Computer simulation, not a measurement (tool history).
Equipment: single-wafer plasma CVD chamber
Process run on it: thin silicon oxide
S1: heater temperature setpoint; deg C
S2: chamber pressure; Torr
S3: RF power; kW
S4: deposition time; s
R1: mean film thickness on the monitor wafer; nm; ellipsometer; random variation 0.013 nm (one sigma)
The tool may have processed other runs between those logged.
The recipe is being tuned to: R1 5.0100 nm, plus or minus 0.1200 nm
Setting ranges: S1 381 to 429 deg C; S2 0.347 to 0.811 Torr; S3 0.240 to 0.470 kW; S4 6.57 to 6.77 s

Run 1, hour 0.0: S1 405 deg C, S2 0.579 Torr, S3 0.355 kW, S4 6.57 s. Result: R1 8.1389 nm.
Run 2, hour 4.1: S1 405 deg C, S2 0.666 Torr, S3 0.355 kW, S4 6.57 s. Result: R1 9.3069 nm.
Run 3, hour 7.9: S1 405 deg C, S2 0.625 Torr, S3 0.340 kW, S4 6.57 s. Result: R1 8.5688 nm.
Run 4, hour 13.3: S1 405 deg C, S2 0.589 Torr, S3 0.330 kW, S4 6.57 s. Result: R1 8.0290 nm.
Run 5, hour 22.3: S1 405 deg C, S2 0.589 Torr, S3 0.330 kW, S4 6.77 s. Result: R1 8.3042 nm.
Run 6, hour 23.9: S1 405 deg C, S2 0.559 Torr, S3 0.320 kW, S4 6.74 s. Result: R1 7.7310 nm.
Run 7, hour 28.2: S1 405 deg C, S2 0.533 Torr, S3 0.315 kW, S4 6.72 s. Result: R1 7.3136 nm.
Run 8, hour 33.6: S1 405 deg C, S2 0.510 Torr, S3 0.310 kW, S4 6.71 s. Result: R1 6.9672 nm.
Run 9, hour 41.5: S1 405 deg C, S2 0.490 Torr, S3 0.305 kW, S4 6.70 s. Result: R1 6.6248 nm.
Run 10, hour 42.3: S1 405 deg C, S2 0.472 Torr, S3 0.305 kW, S4 6.70 s. Result: R1 6.4042 nm.
Run 11, hour 48.3: S1 405 deg C, S2 0.456 Torr, S3 0.305 kW, S4 6.70 s. Result: R1 6.2034 nm.
Run 12, hour 49.2: S1 405 deg C, S2 0.442 Torr, S3 0.305 kW, S4 6.70 s. Result: R1 5.9955 nm.
Run 13, hour 52.1: S1 405 deg C, S2 0.431 Torr, S3 0.305 kW, S4 6.70 s. Result: R1 5.8748 nm.
Run 14, hour 57.4: S1 405 deg C, S2 0.347 Torr, S3 0.300 kW, S4 6.69 s. Result: R1 4.6649 nm.
Run 15, hour 64.1: S1 405 deg C, S2 0.351 Torr, S3 0.300 kW, S4 6.69 s. Result: R1 4.7206 nm.
Run 16, hour 71.1: S1 405 deg C, S2 0.354 Torr, S3 0.300 kW, S4 6.69 s. Result: R1 4.7736 nm.
Run 17, hour 74.1: S1 405 deg C, S2 0.383 Torr, S3 0.300 kW, S4 6.69 s. Result: R1 5.1556 nm.

Exercise: of the 4 proposed moves below, exactly one satisfies all targets within the stated allowed misses. Which move is it?
Run A, hour 77.1: S1 414 deg C, S2 0.401 Torr, S3 0.240 kW, S4 6.77 s. Result: R1 ?.
Run B, hour 77.1: S1 408 deg C, S2 0.404 Torr, S3 0.265 kW, S4 6.77 s. Result: R1 ?.
Run C, hour 77.1: S1 413 deg C, S2 0.391 Torr, S3 0.315 kW, S4 6.70 s. Result: R1 ?.
Run D, hour 77.1: S1 402 deg C, S2 0.418 Torr, S3 0.260 kW, S4 6.77 s. Result: R1 ?.

move      R1
   A  4.9885
   B  5.2395
   C  5.3281
   D  5.4033
A: meets every target
B: misses by more than the last run did
C: misses by more than the last run did
D: misses by more than the last run did
A is the move that brings every result within its allowed miss.
